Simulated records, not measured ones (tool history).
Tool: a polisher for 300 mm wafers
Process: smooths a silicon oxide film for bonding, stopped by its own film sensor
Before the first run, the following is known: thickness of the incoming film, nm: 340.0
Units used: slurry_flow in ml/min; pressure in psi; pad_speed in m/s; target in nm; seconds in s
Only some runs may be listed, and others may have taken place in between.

run 1 hour=0 | slurry_flow=220 pressure=2.4 pad_speed=1.04 slurry_solids=1 target=300 | seconds=50.16
run 2 hour=4.3 | slurry_flow=220 pressure=2.5 pad_speed=1.04 slurry_solids=1 target=300 | seconds=48.57
run 3 hour=6.9 | slurry_flow=220 pressure=2.6 pad_speed=1.04 slurry_solids=1 target=300 | seconds=47.738
run 4 hour=15.6 | slurry_flow=220 pressure=2.3 pad_speed=1.04 slurry_solids=1 target=300 | seconds=52.207
run 5 hour=17.9 | slurry_flow=220 pressure=2.4 pad_speed=1.04 slurry_solids=1 target=300 | seconds=51.503
run 6 hour=23.7 | slurry_flow=220 pressure=2.4 pad_speed=1.04 slurry_solids=1.15 target=300 | seconds=47.539
run 7 hour=31.2 | slurry_flow=220 pressure=2.5 pad_speed=1.04 slurry_solids=1.15 target=300 | seconds=46.781
run 8 hour=39.5 | slurry_flow=220 pressure=2.6 pad_speed=1.04 slurry_solids=1.15 target=300 | seconds=45.212

Estimate the outcome of run 9 from the log above:
run 9 hour=46.1 | slurry_flow=220 pressure=2.7 pad_speed=1.04 slurry_solids=1.15 target=300 | seconds=?

Run 9 produced seconds 42.524 s.
